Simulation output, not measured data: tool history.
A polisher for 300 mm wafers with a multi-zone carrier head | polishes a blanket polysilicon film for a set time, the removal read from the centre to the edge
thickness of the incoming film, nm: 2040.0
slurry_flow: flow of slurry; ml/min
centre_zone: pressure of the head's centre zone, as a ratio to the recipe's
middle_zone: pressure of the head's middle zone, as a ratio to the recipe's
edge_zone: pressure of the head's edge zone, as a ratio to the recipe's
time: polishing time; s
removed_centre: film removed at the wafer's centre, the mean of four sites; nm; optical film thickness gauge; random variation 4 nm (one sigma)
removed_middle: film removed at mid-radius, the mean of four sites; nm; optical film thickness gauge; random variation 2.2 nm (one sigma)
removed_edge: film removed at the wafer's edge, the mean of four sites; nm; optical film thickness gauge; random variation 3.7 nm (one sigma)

run,hour,slurry_flow,centre_zone,middle_zone,edge_zone,time,removed_centre,removed_middle,removed_edge
1,0.0,155,1.00,1.00,1.00,67,611.18,598.03,615.82
2,1.8,145,1.01,0.96,1.01,62,559.98,527.11,564.39
3,2.8,145,1.07,0.96,1.01,62,601.06,529.06,563.23
4,5.8,115,1.07,0.96,1.01,62,573.31,513.82,548.74
5,8.7,115,1.07,0.96,1.01,72,648.29,586.70,637.38
6,17.7,115,1.07,0.92,1.04,65,594.99,514.19,578.96
7,19.0,115,1.07,0.89,1.07,60,553.77,466.32,546.18
8,28.0,95,1.07,0.81,1.12,42,362.44,290.86,384.67
9,34.8,115,1.07,0.81,1.13,42,382.17,301.85,390.29
10,37.5,120,1.07,0.81,1.14,43,394.71,312.64,407.72

Run 11 comes next. What will it give?
11,42.9,130,1.07,0.81,1.15,43,?,?,?

removed_centre: 399.53 nm
removed_middle: 320.06 nm
removed_edge: 416.78 nm

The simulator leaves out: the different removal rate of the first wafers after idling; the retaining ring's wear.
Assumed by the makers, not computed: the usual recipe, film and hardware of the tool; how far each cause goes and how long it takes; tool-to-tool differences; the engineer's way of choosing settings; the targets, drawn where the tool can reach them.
